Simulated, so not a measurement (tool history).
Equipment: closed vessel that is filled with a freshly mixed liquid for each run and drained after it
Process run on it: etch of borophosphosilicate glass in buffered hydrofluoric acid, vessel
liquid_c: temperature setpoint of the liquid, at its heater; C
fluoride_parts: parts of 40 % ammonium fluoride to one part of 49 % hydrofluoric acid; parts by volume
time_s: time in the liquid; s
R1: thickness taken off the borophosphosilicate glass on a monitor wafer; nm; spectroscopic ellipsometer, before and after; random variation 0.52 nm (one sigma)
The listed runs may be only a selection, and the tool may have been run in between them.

{"run": 1, "hour": 0.0, "liquid_c": 25.0, "fluoride_parts": 23.5, "time_s": 90, "R1": 65.128}
{"run": 2, "hour": 4.3, "liquid_c": 23.5, "fluoride_parts": 23.5, "time_s": 90, "R1": 60.036}
{"run": 3, "hour": 5.4, "liquid_c": 22.0, "fluoride_parts": 23.5, "time_s": 90, "R1": 55.774}
{"run": 4, "hour": 11.5, "liquid_c": 23.5, "fluoride_parts": 23.5, "time_s": 90, "R1": 60.096}
{"run": 5, "hour": 20.1, "liquid_c": 25.0, "fluoride_parts": 23.5, "time_s": 90, "R1": 65.725}
{"run": 6, "hour": 26.9, "liquid_c": 26.0, "fluoride_parts": 23.5, "time_s": 90, "R1": 69.286}
{"run": 7, "hour": 28.8, "liquid_c": 27.0, "fluoride_parts": 23.5, "time_s": 90, "R1": 72.621}
{"run": 8, "hour": 36.3, "liquid_c": 28.0, "fluoride_parts": 23.5, "time_s": 90, "R1": 76.535}

Run 9 has not been measured yet. What should we expect?
{"run": 9, "hour": 45.1, "liquid_c": 28.5, "fluoride_parts": 23.5, "time_s": 90, "R1": "?"}

R1: 77.654 nm

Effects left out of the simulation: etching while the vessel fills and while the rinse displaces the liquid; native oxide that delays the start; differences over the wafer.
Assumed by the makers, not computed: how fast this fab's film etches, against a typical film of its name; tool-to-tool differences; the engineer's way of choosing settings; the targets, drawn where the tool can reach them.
